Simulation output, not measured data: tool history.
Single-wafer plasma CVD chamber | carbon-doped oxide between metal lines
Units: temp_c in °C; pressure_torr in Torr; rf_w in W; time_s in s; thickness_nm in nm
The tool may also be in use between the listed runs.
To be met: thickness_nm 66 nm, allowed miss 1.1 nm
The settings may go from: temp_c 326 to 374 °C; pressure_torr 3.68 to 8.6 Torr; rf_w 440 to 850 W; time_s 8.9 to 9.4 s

Run 1, hour 0: temp_c 350 °C, pressure_torr 6.14 Torr, rf_w 645 W, time_s 9.4 s. Result: thickness_nm 60.175 nm.
Run 2, hour 3.2: temp_c 346 °C, pressure_torr 6.47 Torr, rf_w 660 W, time_s 9.4 s. Result: thickness_nm 62.558 nm.
Run 3, hour 4.4: temp_c 343 °C, pressure_torr 6.64 Torr, rf_w 665 W, time_s 9.4 s. Result: thickness_nm 63.676 nm.
Run 4, hour 12.4: temp_c 341 °C, pressure_torr 6.76 Torr, rf_w 665 W, time_s 9.4 s. Result: thickness_nm 64.07 nm.
Run 5, hour 15.1: temp_c 339 °C, pressure_torr 6.87 Torr, rf_w 665 W, time_s 9.4 s. Result: thickness_nm 64.24 nm.
Run 6, hour 23: temp_c 339 °C, pressure_torr 6.87 Torr, rf_w 705 W, time_s 9.4 s. Result: thickness_nm 67.682 nm.
Run 7, hour 31.4: temp_c 341 °C, pressure_torr 6.77 Torr, rf_w 705 W, time_s 9.4 s. Result: thickness_nm 67.198 nm.
Run 8, hour 33.2: temp_c 342 °C, pressure_torr 6.69 Torr, rf_w 705 W, time_s 9.4 s. Result: thickness_nm 67.06 nm.

Which of these 4 next moves meets every target?
Run A, hour 35: temp_c 340 °C, pressure_torr 6.89 Torr, rf_w 715 W, time_s 9.4 s. Result: thickness_nm ?.
Run B, hour 35: temp_c 326 °C, pressure_torr 7.01 Torr, rf_w 680 W, time_s 9.4 s. Result: thickness_nm ?.
Run C, hour 35: temp_c 341 °C, pressure_torr 7.1 Torr, rf_w 720 W, time_s 9 s. Result: thickness_nm ?.
Run D, hour 35: temp_c 340 °C, pressure_torr 6.83 Torr, rf_w 715 W, time_s 9.4 s. Result: thickness_nm ?.

move  thickness_nm
   A        68.358
   B        68.396
   C        65.828
   D         68.32
A: further off than the last run
B: further off than the last run
C: meets every target
D: further off than the last run
The right move is C.
